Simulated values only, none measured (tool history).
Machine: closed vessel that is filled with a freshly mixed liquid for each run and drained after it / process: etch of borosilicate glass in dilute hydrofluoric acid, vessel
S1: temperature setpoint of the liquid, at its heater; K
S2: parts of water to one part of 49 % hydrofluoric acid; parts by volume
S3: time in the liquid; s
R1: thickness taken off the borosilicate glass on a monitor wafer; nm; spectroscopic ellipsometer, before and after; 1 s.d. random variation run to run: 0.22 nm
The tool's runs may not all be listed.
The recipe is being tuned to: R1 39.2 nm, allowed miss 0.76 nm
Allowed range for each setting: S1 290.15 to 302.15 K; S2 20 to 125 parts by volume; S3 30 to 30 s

run 1 hour=0 | S1=294.15 S2=70 S3=30 | R1=19.067
run 2 hour=6.8 | S1=296.65 S2=65 S3=30 | R1=22.975
run 3 hour=11.6 | S1=296.65 S2=65 S3=30 | R1=22.693
run 4 hour=17.8 | S1=295.15 S2=65 S3=30 | R1=21.357
run 5 hour=19.4 | S1=295.15 S2=85 S3=30 | R1=16.106
run 6 hour=27.1 | S1=295.15 S2=85 S3=30 | R1=16.163
run 7 hour=30.2 | S1=299.15 S2=55 S3=30 | R1=30.227
run 8 hour=31.3 | S1=300.15 S2=55 S3=30 | R1=31.974
run 9 hour=33.5 | S1=300.65 S2=55 S3=30 | R1=32.262
run 10 hour=35.3 | S1=301.15 S2=55 S3=30 | R1=33.043
run 11 hour=44 | S1=301.65 S2=55 S3=30 | R1=33.481
run 12 hour=50.8 | S1=301.65 S2=50 S3=30 | R1=37.19
run 13 hour=57.8 | S1=302.15 S2=50 S3=30 | R1=37.866
run 14 hour=63.5 | S1=302.15 S2=45 S3=30 | R1=42.294

5 candidate next runs follow, results not yet known. Just one meets every target within its allowed miss. Identify it.
run A hour=69.2 | S1=302.15 S2=40 S3=30 | R1=?
run B hour=69.2 | S1=301.65 S2=45 S3=30 | R1=?
run C hour=69.2 | S1=297.15 S2=40 S3=30 | R1=?
run D hour=69.2 | S1=301.65 S2=40 S3=30 | R1=?
run E hour=69.2 | S1=301.15 S2=40 S3=30 | R1=?

move=A R1=47.842
move=B R1=41.373
move=C R1=39.032
move=D R1=46.894
move=E R1=45.962
A: its largest miss is bigger than the last run's
B: gains on the last run, yet a result remains outside its allowed miss
C: in spec on every target
D: its largest miss is bigger than the last run's
E: its largest miss is bigger than the last run's
So the answer is move C, the one that meets all the targets.
